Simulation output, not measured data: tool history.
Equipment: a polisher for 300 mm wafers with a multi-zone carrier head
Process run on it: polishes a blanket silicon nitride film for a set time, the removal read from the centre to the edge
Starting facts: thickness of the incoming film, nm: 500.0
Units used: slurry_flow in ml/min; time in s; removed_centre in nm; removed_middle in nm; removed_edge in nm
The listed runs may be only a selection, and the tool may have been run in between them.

run	day	slurry_flow	centre_zone	middle_zone	edge_zone	time	removed_centre	removed_middle	removed_edge
1	0	250	1	1	1	84	124.48	121.86	124.22
2	0.283	245	1.02	0.96	0.96	82	122.82	115.91	119.59
3	0.342	240	1.05	0.93	0.94	80	124.43	110.59	111.9
4	0.367	230	1.05	0.9	0.94	80	123.35	107.73	113.84
5	0.65	225	1.06	0.88	0.93	79	121.22	105.67	112.47
6	0.796	225	1.06	0.88	0.93	59	92.67	78.766	83.242
7	1.029	230	1.08	0.9	0.97	63	101	84.316	90.891
8	1.104	240	1.1	0.93	1	65	104.69	89.734	94.546
9	1.354	250	1.12	0.93	1.03	67	111.88	95.344	98.927
10	1.725	260	1.13	0.91	1.06	68	114.62	93.541	103.11
11	1.838	270	1.14	0.91	1.07	68	116.77	92.486	105.96

Run 12 comes next. What will it give?
12	1.946	270	1.14	0.91	1.07	68	?	?	?

{"run 12": {"removed_centre": 116.23, "removed_middle": 96.58, "removed_edge": 103.13}}

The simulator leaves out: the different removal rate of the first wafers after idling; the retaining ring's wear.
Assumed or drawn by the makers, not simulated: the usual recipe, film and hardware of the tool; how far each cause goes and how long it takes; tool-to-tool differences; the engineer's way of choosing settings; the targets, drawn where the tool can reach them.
